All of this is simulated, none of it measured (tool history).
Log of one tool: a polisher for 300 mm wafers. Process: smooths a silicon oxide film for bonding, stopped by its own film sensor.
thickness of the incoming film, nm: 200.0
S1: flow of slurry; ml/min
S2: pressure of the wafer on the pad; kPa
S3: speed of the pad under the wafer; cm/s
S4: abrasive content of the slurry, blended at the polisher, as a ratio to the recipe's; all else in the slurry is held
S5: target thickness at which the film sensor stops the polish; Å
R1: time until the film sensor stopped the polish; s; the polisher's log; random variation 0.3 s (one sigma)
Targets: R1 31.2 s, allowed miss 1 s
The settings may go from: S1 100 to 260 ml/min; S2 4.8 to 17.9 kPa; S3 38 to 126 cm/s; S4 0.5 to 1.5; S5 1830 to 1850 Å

run 1 hour=0 | S1=165 S2=11 S3=82 S4=1 S5=1830 | R1=35.891
run 2 hour=6.9 | S1=165 S2=11 S3=82 S4=1.2 S5=1830 | R1=34.933
run 3 hour=10.5 | S1=195 S2=11 S3=82 S4=1.2 S5=1830 | R1=33.893
run 4 hour=18.7 | S1=195 S2=11 S3=82 S4=1.2 S5=1830 | R1=33.378
-- hour=24 head pressure recalibrated
run 5 hour=24 | S1=210 S2=11 S3=82 S4=1.2 S5=1830 | R1=37.091
run 6 hour=32.9 | S1=210 S2=11 S3=82 S4=1.1 S5=1830 | R1=38.289
run 7 hour=34.6 | S1=200 S2=11 S3=82 S4=1.1 S5=1830 | R1=38.684
run 8 hour=35.4 | S1=190 S2=11 S3=82 S4=1.1 S5=1830 | R1=38.653

Which of these 4 next moves meets every target?
run A hour=36.2 | S1=175 S2=10.3 S3=106 S4=1.3 S5=1850 | R1=?
run B hour=36.2 | S1=225 S2=11 S3=104 S4=1 S5=1850 | R1=?
run C hour=36.2 | S1=170 S2=13.8 S3=82 S4=1.2 S5=1840 | R1=?
run D hour=36.2 | S1=160 S2=13.1 S3=74 S4=1.2 S5=1850 | R1=?

move=A R1=28.238
move=B R1=28.642
move=C R1=28.511
move=D R1=30.622
A: takes the result that was furthest off past its target
B: takes the result that was furthest off past its target
C: takes the result that was furthest off past its target
D: meets every target
Move D is the one to make.
